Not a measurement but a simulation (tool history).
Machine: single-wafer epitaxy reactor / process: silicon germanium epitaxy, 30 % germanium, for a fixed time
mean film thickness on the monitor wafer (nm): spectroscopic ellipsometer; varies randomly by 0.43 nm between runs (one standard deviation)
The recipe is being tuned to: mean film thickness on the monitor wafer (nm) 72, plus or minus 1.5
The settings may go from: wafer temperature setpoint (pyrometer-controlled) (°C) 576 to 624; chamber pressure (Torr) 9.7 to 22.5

run	hour	wafer temperature setpoint (pyrometer-controlled) (°C)	chamber pressure (Torr)	mean film thickness on the monitor wafer (nm)
1	0	600	16.1	52.58
2	3.8	603	16.2	56.105
3	12.2	605	16.2	57.853
4	19.1	607	16.2	61.383
5	24.2	608	16.2	62.419
6	32.6	609	16.2	64.021
7	34.1	610	16.2	64.073
# hour 42.8: capacitance manometer re-zeroed and calibrated
8	42.8	611	16.2	65.711
9	44.8	612	16.2	66.688
10	46.9	613	16.2	68.015
11	49.8	614	16.2	70.133

Which single option among these 5 for the next run brings every result within its allowed miss of target? Just one does.
A	52.7	613	17	?
B	52.7	618	16.4	?
C	52.7	618	13.5	?
D	52.7	616	13.8	?
E	52.7	613	17.9	?

move	mean film thickness on the monitor wafer (nm)
A	68.975
B	75.521
C	71.937
D	69.494
E	69.922
A: moves away from the targets compared with the last run
B: takes the biggest miss from the last run beyond its target
C: hits every target within its allowed miss
D: moves away from the targets compared with the last run
E: moves away from the targets compared with the last run
So the answer is move C, the one that meets all the targets.
